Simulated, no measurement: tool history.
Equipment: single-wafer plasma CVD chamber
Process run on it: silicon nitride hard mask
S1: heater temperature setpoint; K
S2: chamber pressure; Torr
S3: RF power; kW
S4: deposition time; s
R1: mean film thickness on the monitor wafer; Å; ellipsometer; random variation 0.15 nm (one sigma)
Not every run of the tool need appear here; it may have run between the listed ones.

{"run": 1, "day": 0.0, "S1": 648.15, "S2": 1.22, "S3": 0.285, "S4": 22.2, "R1": 235.19}
{"run": 2, "day": 0.05, "S1": 648.15, "S2": 1.22, "S3": 0.285, "S4": 22.2, "R1": 235.75}
{"run": 3, "day": 0.162, "S1": 648.15, "S2": 1.31, "S3": 0.29, "S4": 22.2, "R1": 243.91}
{"run": 4, "day": 0.296, "S1": 648.15, "S2": 1.31, "S3": 0.29, "S4": 22.2, "R1": 244.89}
{"run": 5, "day": 0.596, "S1": 648.15, "S2": 1.12, "S3": 0.29, "S4": 22.2, "R1": 228.92}
{"run": 6, "day": 0.821, "S1": 648.15, "S2": 0.96, "S3": 0.29, "S4": 22.2, "R1": 216.23}
{"run": 7, "day": 0.996, "S1": 648.15, "S2": 1.09, "S3": 0.295, "S4": 22.2, "R1": 226.71}
{"run": 8, "day": 1.242, "S1": 648.15, "S2": 1.2, "S3": 0.3, "S4": 22.2, "R1": 239.7}

Run 9 comes next. What will it give?
{"run": 9, "day": 1.354, "S1": 648.15, "S2": 1.27, "S3": 0.305, "S4": 22.2, "R1": "?"}

Run 9 came out at R1 245.19 Å.
